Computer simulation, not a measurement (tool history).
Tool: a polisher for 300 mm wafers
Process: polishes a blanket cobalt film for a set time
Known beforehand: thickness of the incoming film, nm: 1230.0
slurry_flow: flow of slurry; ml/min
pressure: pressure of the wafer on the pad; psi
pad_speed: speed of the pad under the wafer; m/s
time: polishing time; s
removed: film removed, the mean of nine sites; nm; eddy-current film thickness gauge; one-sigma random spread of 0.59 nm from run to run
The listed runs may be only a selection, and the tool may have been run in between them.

run 1 hour=0.0 | slurry_flow=175 pressure=1.7 pad_speed=0.86 time=40 | removed=141.52
run 2 hour=4.7 | slurry_flow=175 pressure=1.7 pad_speed=0.86 time=40 | removed=140.17
run 3 hour=8.3 | slurry_flow=215 pressure=1.7 pad_speed=0.86 time=40 | removed=141.62
run 4 hour=17.1 | slurry_flow=215 pressure=1.7 pad_speed=1.02 time=40 | removed=169.07
run 5 hour=21.6 | slurry_flow=235 pressure=1.7 pad_speed=1.02 time=40 | removed=171.04
run 6 hour=27.5 | slurry_flow=235 pressure=1.5 pad_speed=1.00 time=40 | removed=148.27

What will run 7 give?
run 7 hour=28.3 | slurry_flow=235 pressure=1.3 pad_speed=0.98 time=40 | removed=?

{"run 7": {"removed": 127.95}}

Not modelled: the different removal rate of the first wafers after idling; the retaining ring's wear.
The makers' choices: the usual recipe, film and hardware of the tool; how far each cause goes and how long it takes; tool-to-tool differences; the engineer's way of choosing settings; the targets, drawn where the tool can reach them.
